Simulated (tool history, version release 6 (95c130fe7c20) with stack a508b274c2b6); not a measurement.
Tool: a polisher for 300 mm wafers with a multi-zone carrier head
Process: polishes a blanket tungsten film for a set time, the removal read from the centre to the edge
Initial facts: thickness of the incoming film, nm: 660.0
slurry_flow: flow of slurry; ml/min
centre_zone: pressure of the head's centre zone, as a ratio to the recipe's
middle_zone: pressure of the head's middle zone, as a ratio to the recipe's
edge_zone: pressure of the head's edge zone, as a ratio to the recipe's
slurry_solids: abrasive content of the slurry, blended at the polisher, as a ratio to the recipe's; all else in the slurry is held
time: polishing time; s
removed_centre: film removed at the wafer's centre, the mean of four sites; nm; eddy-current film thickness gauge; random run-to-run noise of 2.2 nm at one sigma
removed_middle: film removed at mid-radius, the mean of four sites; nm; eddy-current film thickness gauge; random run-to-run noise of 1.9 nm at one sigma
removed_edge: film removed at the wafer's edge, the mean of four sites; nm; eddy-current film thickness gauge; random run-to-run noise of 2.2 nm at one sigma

run,hour,slurry_flow,centre_zone,middle_zone,edge_zone,slurry_solids,time,removed_centre,removed_middle,removed_edge
1,0.0,180,1.00,1.00,1.00,1.00,34,238.14,230.38,239.12
2,0.6,175,0.97,1.00,0.98,0.90,33,222.96,219.34,220.12
3,8.5,165,0.93,1.00,0.99,0.85,32,203.50,206.29,207.79
4,10.8,160,0.90,1.00,0.99,0.80,32,191.16,202.96,210.89
5,19.6,155,0.89,1.00,0.97,0.75,32,193.98,198.71,198.82
6,25.6,150,0.87,1.01,0.97,0.70,32,185.56,197.65,197.86
7,33.1,145,0.86,1.02,0.97,0.65,32,176.32,190.95,193.50

Expected results for the next run?
8,36.6,145,0.86,1.02,0.97,0.65,32,?,?,?

removed_centre: 178.34 nm
removed_middle: 188.65 nm
removed_edge: 195.95 nm
